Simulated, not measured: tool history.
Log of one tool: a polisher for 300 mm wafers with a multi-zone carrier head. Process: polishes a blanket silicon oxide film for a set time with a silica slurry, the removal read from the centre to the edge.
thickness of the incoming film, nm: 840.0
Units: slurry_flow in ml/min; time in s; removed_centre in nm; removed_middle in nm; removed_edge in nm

Run 1, hour 0: slurry_flow 225 ml/min, centre_zone 1, middle_zone 1, edge_zone 1, slurry_solids 1, time 57 s. Result: removed_centre 179.87 nm, removed_middle 183.64 nm, removed_edge 179.61 nm.
Run 2, hour 3.3: slurry_flow 230 ml/min, centre_zone 0.99, middle_zone 1.05, edge_zone 1.04, slurry_solids 1.15, time 58 s. Result: removed_centre 196.51 nm, removed_middle 203.76 nm, removed_edge 196.76 nm.
Run 3, hour 7.4: slurry_flow 230 ml/min, centre_zone 0.99, middle_zone 1.09, edge_zone 1.04, slurry_solids 1.15, time 58 s. Result: removed_centre 197.41 nm, removed_middle 212.65 nm, removed_edge 196.85 nm.
Run 4, hour 10.1: slurry_flow 235 ml/min, centre_zone 0.96, middle_zone 1.12, edge_zone 1.07, slurry_solids 1.25, time 60 s. Result: removed_centre 204.2 nm, removed_middle 231.6 nm, removed_edge 216.08 nm.
Run 5, hour 16.2: slurry_flow 235 ml/min, centre_zone 1.04, middle_zone 1.12, edge_zone 1.07, slurry_solids 1.25, time 60 s. Result: removed_centre 219.89 nm, removed_middle 231.5 nm, removed_edge 219.62 nm.
Run 6, hour 18: slurry_flow 200 ml/min, centre_zone 1.04, middle_zone 1.12, edge_zone 1.07, slurry_solids 1.25, time 60 s. Result: removed_centre 215.69 nm, removed_middle 228.77 nm, removed_edge 215.01 nm.
Run 7, hour 25.4: slurry_flow 210 ml/min, centre_zone 1.01, middle_zone 1.14, edge_zone 1.08, slurry_solids 1.35, time 61 s. Result: removed_centre 223.15 nm, removed_middle 239.3 nm, removed_edge 227.7 nm.
Run 8, hour 32.4: slurry_flow 235 ml/min, centre_zone 0.98, middle_zone 1.16, edge_zone 1.08, slurry_solids 1.4, time 62 s. Result: removed_centre 224.62 nm, removed_middle 255.69 nm, removed_edge 233.84 nm.

Run 9 comes next. What will it give?
Run 9, hour 36.4: slurry_flow 250 ml/min, centre_zone 0.97, middle_zone 1.17, edge_zone 1.09, slurry_solids 1.45, time 63 s. Result: removed_centre ?, removed_middle ?, removed_edge ?.

Run 9 gave removed_centre 234.43 nm, removed_middle 265.29 nm, removed_edge 244.24 nm.
